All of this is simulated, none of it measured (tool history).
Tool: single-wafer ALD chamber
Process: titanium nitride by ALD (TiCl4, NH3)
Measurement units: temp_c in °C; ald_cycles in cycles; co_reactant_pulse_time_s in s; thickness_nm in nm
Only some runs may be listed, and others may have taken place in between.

{"run": 1, "hour": 0.0, "temp_c": 395, "ald_cycles": 109, "co_reactant_pulse_time_s": 2.11, "thickness_nm": 2.3119}
{"run": 2, "hour": 0.8, "temp_c": 395, "ald_cycles": 109, "co_reactant_pulse_time_s": 2.11, "thickness_nm": 2.3137}
{"run": 3, "hour": 9.4, "temp_c": 390, "ald_cycles": 109, "co_reactant_pulse_time_s": 2.11, "thickness_nm": 2.2969}
{"run": 4, "hour": 13.9, "temp_c": 386, "ald_cycles": 109, "co_reactant_pulse_time_s": 1.85, "thickness_nm": 2.2603}
{"run": 5, "hour": 20.7, "temp_c": 383, "ald_cycles": 109, "co_reactant_pulse_time_s": 1.64, "thickness_nm": 2.2228}
{"run": 6, "hour": 26.0, "temp_c": 381, "ald_cycles": 109, "co_reactant_pulse_time_s": 1.47, "thickness_nm": 2.1924}
{"run": 7, "hour": 33.0, "temp_c": 379, "ald_cycles": 109, "co_reactant_pulse_time_s": 1.33, "thickness_nm": 2.1574}

For run 8, what comes out?
{"run": 8, "hour": 38.5, "temp_c": 377, "ald_cycles": 109, "co_reactant_pulse_time_s": 1.22, "thickness_nm": "?"}

{"run 8": {"thickness_nm": 2.0961}}
